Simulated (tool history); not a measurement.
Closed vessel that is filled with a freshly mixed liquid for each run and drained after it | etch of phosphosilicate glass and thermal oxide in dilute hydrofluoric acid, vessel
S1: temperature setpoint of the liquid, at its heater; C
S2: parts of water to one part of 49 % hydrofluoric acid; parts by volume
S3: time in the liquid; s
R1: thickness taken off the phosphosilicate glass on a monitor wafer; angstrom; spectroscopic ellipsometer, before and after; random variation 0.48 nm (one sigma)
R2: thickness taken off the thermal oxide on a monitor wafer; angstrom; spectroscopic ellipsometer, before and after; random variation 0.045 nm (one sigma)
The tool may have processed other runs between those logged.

run,hour,S1,S2,S3,R1,R2
1,0,23,105,60,362.39,23.385
2,5.5,23,90,60,429.78,26.975
3,6.9,20.5,90,60,386.15,25.46
4,12.6,21,90,60,393.89,24.906
5,14.5,21,90,85,564.47,36.268
6,19.4,21,125,85,386.05,25.442

Forecast run 7:
7,27.5,22,125,85,?,?

{"run 7": {"R1": 400.44, "R2": 26.106}}

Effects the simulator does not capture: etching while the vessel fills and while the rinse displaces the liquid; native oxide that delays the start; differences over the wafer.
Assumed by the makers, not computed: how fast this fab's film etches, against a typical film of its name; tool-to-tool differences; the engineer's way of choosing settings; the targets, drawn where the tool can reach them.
